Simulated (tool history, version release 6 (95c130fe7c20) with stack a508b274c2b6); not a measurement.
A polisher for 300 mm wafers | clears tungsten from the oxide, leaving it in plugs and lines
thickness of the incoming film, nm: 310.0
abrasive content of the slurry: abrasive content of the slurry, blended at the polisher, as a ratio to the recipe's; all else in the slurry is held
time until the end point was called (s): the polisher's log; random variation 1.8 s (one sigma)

run,hour,flow of slurry (ml/min),pressure of the wafer on the pad (kPa),speed of the pad under the wafer (m/s),abrasive content of the slurry,overpolish time after the end point (s),time until the end point was called (s)
1,0.0,210,20.7,1.38,1.0,8,61.986
2,7.8,210,18.6,1.38,1.0,8,67.861
3,11.0,210,18.6,1.38,0.9,8,68.819
4,14.0,210,18.6,1.64,0.9,8,59.619
5,20.9,210,18.6,1.64,1.1,8,57.558
6,21.8,210,15.9,1.58,1.1,8,67.406

Forecast run 7:
7,24.2,210,15.9,1.58,1.1,8,?

Run 7 gave time until the end point was called (s) 68.486.

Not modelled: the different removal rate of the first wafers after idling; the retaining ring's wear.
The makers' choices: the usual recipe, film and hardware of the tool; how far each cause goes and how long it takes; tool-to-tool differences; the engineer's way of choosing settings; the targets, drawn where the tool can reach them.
